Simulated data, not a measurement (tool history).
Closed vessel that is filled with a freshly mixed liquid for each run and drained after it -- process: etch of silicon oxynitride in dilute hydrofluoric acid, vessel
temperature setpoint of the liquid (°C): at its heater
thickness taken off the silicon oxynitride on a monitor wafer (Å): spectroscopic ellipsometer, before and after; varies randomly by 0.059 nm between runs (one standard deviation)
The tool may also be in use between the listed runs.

| run | day | temperature setpoint of the liquid (°C) | parts of water to one part of 49 % hydrofluoric acid (parts by volume) | time in the liquid (s) | thickness taken off the silicon oxynitride on a monitor wafer (Å) |
|---|---|---|---|---|---|
| 1 | 0.000 | 25.0 | 170 | 715 | 185.43 |
| 2 | 0.288 | 25.0 | 170 | 505 | 130.83 |
| 3 | 0.404 | 25.0 | 145 | 505 | 157.52 |
| 4 | 0.467 | 25.0 | 145 | 505 | 156.90 |
| 5 | 0.608 | 25.0 | 90 | 505 | 263.06 |
| 6 | 0.879 | 25.0 | 90 | 715 | 373.17 |

Expected results for the next run?
| 7 | 1.142 | 22.5 | 105 | 715 | ? |

{"run 7": {"thickness taken off the silicon oxynitride on a monitor wafer (Å)": 280.86}}
